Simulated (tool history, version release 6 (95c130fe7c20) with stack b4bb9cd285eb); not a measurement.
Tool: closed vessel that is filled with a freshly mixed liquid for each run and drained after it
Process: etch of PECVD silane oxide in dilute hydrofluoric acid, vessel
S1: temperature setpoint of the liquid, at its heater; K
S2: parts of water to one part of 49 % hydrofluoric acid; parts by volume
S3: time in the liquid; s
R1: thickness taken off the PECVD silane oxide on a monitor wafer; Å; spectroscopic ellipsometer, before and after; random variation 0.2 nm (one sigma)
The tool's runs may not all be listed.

{"run": 1, "day": 0.0, "S1": 293.15, "S2": 230, "S3": 310, "R1": 589.95}
{"run": 2, "day": 0.183, "S1": 292.15, "S2": 245, "S3": 310, "R1": 524.14}
{"run": 3, "day": 0.512, "S1": 291.65, "S2": 255, "S3": 310, "R1": 492.6}
{"run": 4, "day": 0.575, "S1": 291.65, "S2": 255, "S3": 330, "R1": 525.28}
{"run": 5, "day": 0.679, "S1": 291.65, "S2": 205, "S3": 330, "R1": 675.52}
{"run": 6, "day": 0.712, "S1": 291.15, "S2": 230, "S3": 330, "R1": 574.67}
{"run": 7, "day": 0.758, "S1": 290.65, "S2": 245, "S3": 330, "R1": 528.77}

The next listed run, before its measurement:
{"run": 8, "day": 1.058, "S1": 290.65, "S2": 245, "S3": 330, "R1": "?"}

R1: 522.46 Å

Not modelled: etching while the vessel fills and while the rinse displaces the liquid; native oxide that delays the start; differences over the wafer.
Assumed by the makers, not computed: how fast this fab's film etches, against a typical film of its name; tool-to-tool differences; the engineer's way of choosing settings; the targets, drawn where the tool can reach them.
